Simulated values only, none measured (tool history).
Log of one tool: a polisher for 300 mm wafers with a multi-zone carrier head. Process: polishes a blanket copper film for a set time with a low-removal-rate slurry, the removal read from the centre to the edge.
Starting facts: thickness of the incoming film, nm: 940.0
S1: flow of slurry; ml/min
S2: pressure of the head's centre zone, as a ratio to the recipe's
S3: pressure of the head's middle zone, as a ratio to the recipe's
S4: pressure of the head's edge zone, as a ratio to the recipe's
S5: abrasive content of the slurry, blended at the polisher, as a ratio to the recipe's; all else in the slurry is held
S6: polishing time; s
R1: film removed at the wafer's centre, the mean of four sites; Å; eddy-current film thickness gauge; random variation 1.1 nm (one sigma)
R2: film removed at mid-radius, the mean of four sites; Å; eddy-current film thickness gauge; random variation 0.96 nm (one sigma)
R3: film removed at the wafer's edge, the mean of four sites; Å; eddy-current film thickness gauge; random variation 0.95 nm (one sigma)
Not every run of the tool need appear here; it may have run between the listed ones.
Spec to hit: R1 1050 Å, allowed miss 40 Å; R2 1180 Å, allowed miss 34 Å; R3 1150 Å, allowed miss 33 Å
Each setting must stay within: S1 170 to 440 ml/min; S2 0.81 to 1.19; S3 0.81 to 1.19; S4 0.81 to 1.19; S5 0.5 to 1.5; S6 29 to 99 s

run	hour	S1	S2	S3	S4	S5	S6	R1	R2	R3
1	0	280	1	1	1	1	64	1736.7	1753.6	1818.3
2	8.7	280	1	1	0.91	1	64	1723.4	1758.5	1735
3	9.5	275	0.98	1	0.9	0.95	61	1608.8	1645	1630.4
4	16	345	0.98	1	0.9	0.95	61	1609.8	1688.6	1629.5
5	24.2	345	0.98	0.96	0.9	0.95	61	1639.6	1643.4	1656.2
6	29.4	345	0.98	0.96	0.9	0.95	75	1986.8	1988.5	2002.5
7	31.9	345	0.96	0.96	0.89	0.9	70	1821.3	1890.2	1829
8	36.6	345	0.94	0.94	0.9	0.85	66	1678.8	1747.4	1736.6
9	39.1	345	0.92	0.93	0.89	0.8	62	1544	1570.5	1603.2
10	43.4	345	0.91	0.94	0.89	0.75	59	1398.5	1481.2	1492.9
11	50.8	345	0.9	0.94	0.88	0.7	57	1316.5	1410.5	1414.4
12	56.7	340	0.89	0.94	0.87	0.65	56	1252.5	1369.9	1347.2
13	62.6	335	0.88	0.94	0.86	0.65	55	1232.3	1322	1334.5
14	68.5	330	0.88	0.95	0.85	0.65	54	1219.4	1312.6	1270.5
15	71.1	325	0.87	0.95	0.85	0.65	54	1177.1	1296.8	1301.9
16	79.6	325	0.87	0.95	0.85	0.65	54	1171.3	1303.8	1313.1
17	87.8	320	0.87	0.95	0.84	0.65	54	1177.9	1306.9	1285
18	90	315	0.87	0.95	0.84	0.65	54	1201.8	1314.9	1264
19	98.2	280	0.81	0.91	0.81	0.5	51	986.49	1120.6	1097.6

Of the 5 settings listed for the next run, only one would bring every result within its allowed miss of target. Which one?
A	106.4	265	0.84	0.92	0.81	0.5	54	?	?	?
B	106.4	215	0.81	0.92	0.98	0.6	48	?	?	?
C	106.4	190	0.92	0.97	0.81	0.7	46	?	?	?
D	106.4	185	0.88	1.07	0.81	0.5	51	?	?	?
E	106.4	290	0.92	0.86	0.82	0.5	50	?	?	?

move	R1	R2	R3
A	1051.5	1200.9	1159.5
B	928.99	1094.7	1159.5
C	1009.1	1104.8	1047.3
D	986.05	1180.3	1060.9
E	1057.4	1083.5	1087
A: hits every target within its allowed miss
B: further off than the last run
C: further off than the last run
D: brings the last run's worst result on target, with another outside its allowed miss
E: further off than the last run
A is the move that brings every result within its allowed miss.
